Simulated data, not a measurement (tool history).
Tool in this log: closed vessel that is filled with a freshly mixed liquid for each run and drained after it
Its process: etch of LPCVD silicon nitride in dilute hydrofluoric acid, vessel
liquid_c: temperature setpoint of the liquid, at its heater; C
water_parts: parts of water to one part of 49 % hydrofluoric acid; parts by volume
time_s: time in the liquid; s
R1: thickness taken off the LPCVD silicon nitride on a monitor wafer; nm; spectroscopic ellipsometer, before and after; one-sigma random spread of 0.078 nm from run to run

Run 1, hour 0: liquid_c 22 C, water_parts 80 parts by volume, time_s 2935 s. Result: R1 14.626 nm.
Run 2, hour 9.2: liquid_c 25 C, water_parts 80 parts by volume, time_s 2935 s. Result: R1 17.923 nm.
Run 3, hour 16.8: liquid_c 28.5 C, water_parts 80 parts by volume, time_s 2935 s. Result: R1 22.29 nm.
Run 4, hour 24.8: liquid_c 28.5 C, water_parts 100 parts by volume, time_s 2935 s. Result: R1 17.985 nm.
Run 5, hour 32.3: liquid_c 26.5 C, water_parts 100 parts by volume, time_s 2935 s. Result: R1 15.904 nm.
Run 6, hour 34.8: liquid_c 25 C, water_parts 100 parts by volume, time_s 2935 s. Result: R1 14.339 nm.
Run 7, hour 42.5: liquid_c 23.5 C, water_parts 100 parts by volume, time_s 2935 s. Result: R1 13.081 nm.
Run 8, hour 51.4: liquid_c 22.5 C, water_parts 100 parts by volume, time_s 2935 s. Result: R1 12.211 nm.
Run 9, hour 60.6: liquid_c 22.5 C, water_parts 100 parts by volume, time_s 2935 s. Result: R1 12.159 nm.

Estimate the outcome of run 10 from the log above:
Run 10, hour 68.6: liquid_c 21.5 C, water_parts 100 parts by volume, time_s 2935 s. Result: R1 ?.

R1: 11.479 nm
